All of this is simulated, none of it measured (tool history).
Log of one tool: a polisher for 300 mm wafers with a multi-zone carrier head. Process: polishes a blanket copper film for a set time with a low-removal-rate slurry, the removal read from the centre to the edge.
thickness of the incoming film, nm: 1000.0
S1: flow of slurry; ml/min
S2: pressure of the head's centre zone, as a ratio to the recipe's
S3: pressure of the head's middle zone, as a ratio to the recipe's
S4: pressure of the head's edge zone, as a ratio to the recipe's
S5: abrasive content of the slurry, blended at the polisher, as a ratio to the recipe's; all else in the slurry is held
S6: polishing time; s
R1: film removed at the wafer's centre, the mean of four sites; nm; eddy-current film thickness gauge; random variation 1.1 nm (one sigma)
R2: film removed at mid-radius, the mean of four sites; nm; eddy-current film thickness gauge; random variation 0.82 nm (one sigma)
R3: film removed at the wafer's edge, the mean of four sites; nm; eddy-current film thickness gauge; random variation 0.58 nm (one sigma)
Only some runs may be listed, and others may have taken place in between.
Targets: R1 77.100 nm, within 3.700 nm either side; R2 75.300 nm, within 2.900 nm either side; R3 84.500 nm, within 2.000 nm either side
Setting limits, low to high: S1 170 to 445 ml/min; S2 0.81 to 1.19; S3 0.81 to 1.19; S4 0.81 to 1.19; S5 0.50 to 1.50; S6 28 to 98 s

{"run": 1, "day": 0.0, "S1": 285, "S2": 1.0, "S3": 1.0, "S4": 1.0, "S5": 1.0, "S6": 63, "R1": 105.12, "R2": 104.97, "R3": 105.76}
{"run": 2, "day": 0.233, "S1": 285, "S2": 1.0, "S3": 1.0, "S4": 1.0, "S5": 0.9, "S6": 63, "R1": 107.75, "R2": 102.48, "R3": 103.51}
{"run": 3, "day": 0.354, "S1": 275, "S2": 0.96, "S3": 0.97, "S4": 0.99, "S5": 0.85, "S6": 61, "R1": 96.305, "R2": 96.957, "R3": 99.35}
{"run": 4, "day": 0.504, "S1": 320, "S2": 0.96, "S3": 0.97, "S4": 0.99, "S5": 0.85, "S6": 61, "R1": 99.338, "R2": 97.017, "R3": 99.586}
{"run": 5, "day": 0.754, "S1": 275, "S2": 0.96, "S3": 0.97, "S4": 0.99, "S5": 0.85, "S6": 61, "R1": 95.729, "R2": 96.613, "R3": 99.599}
{"run": 6, "day": 0.783, "S1": 270, "S2": 0.95, "S3": 0.94, "S4": 0.98, "S5": 0.75, "S6": 60, "R1": 92.222, "R2": 90.275, "R3": 94.608}
{"run": 7, "day": 0.929, "S1": 265, "S2": 0.93, "S3": 0.91, "S4": 0.97, "S5": 0.7, "S6": 60, "R1": 88.939, "R2": 84.788, "R3": 92.469}
{"run": 8, "day": 1.154, "S1": 260, "S2": 0.91, "S3": 0.9, "S4": 0.95, "S5": 0.65, "S6": 60, "R1": 82.14, "R2": 83.873, "R3": 89.913}
{"run": 9, "day": 1.183, "S1": 240, "S2": 0.93, "S3": 0.81, "S4": 0.9, "S5": 0.55, "S6": 59, "R1": 82.049, "R2": 72.161, "R3": 84.083}

5 candidate next runs follow, results not yet known. Just one meets every target within its allowed miss. Identify it.
{"run": "A", "day": 1.212, "S1": 175, "S2": 0.86, "S3": 0.82, "S4": 0.86, "S5": 0.55, "S6": 63, "R1": "?", "R2": "?", "R3": "?"}
{"run": "B", "day": 1.212, "S1": 220, "S2": 0.81, "S3": 0.91, "S4": 0.93, "S5": 0.5, "S6": 57, "R1": "?", "R2": "?", "R3": "?"}
{"run": "C", "day": 1.212, "S1": 240, "S2": 0.95, "S3": 0.81, "S4": 0.94, "S5": 0.6, "S6": 61, "R1": "?", "R2": "?", "R3": "?"}
{"run": "D", "day": 1.212, "S1": 270, "S2": 0.92, "S3": 0.85, "S4": 0.86, "S5": 0.5, "S6": 65, "R1": "?", "R2": "?", "R3": "?"}
{"run": "E", "day": 1.212, "S1": 195, "S2": 0.99, "S3": 0.93, "S4": 0.87, "S5": 0.6, "S6": 61, "R1": "?", "R2": "?", "R3": "?"}

move=A R1=79.176 R2=74.475 R3=85.043
move=B R1=68.903 R2=74.445 R3=80.282
move=C R1=90.696 R2=75.987 R3=90.237
move=D R1=91.814 R2=82.402 R3=90.074
move=E R1=91.665 R2=82.396 R3=85.118
A: every result within its allowed miss
B: takes the result that was furthest off past its target
C: moves away from the targets compared with the last run
D: moves away from the targets compared with the last run
E: moves away from the targets compared with the last run
Go with A: it meets all targets.
